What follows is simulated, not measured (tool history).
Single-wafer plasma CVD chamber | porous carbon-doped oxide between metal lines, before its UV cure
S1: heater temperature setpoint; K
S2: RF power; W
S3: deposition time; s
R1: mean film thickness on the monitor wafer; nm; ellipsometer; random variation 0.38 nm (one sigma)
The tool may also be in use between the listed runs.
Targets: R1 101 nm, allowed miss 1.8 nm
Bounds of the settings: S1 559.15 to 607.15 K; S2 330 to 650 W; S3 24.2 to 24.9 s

run  hour      S1   S2    S3      R1
  1     0  583.15  490  24.2  123.53
  2   2.7  583.15  435  24.2  109.81
  3   8.7  583.15  410  24.2  103.02
  4  14.8  583.15  410  24.9  106.74
  5  21.1  583.15  410  24.9  106.23
  6  29.8  577.15  410  24.9  110.18
  7  34.4  579.15  410  24.9  108.31
  8  36.9  581.15  410  24.9  107.77
  9  45.3  583.15  410  24.9  106.08

4 next moves are on the table. One of them brings every result within its allowed miss. Which?
  A  53.7  581.15  400  24.2   ?
  B  53.7  584.15  420  24.9   ?
  C  53.7  582.15  415  24.9   ?
  D  53.7  574.15  390  24.9   ?

move      R1
   A  100.64
   B  107.35
   C  107.17
   D  104.68
A: meets every target
B: further off than the last run
C: further off than the last run
D: nearer than the last run, and not there yet
Answer: A

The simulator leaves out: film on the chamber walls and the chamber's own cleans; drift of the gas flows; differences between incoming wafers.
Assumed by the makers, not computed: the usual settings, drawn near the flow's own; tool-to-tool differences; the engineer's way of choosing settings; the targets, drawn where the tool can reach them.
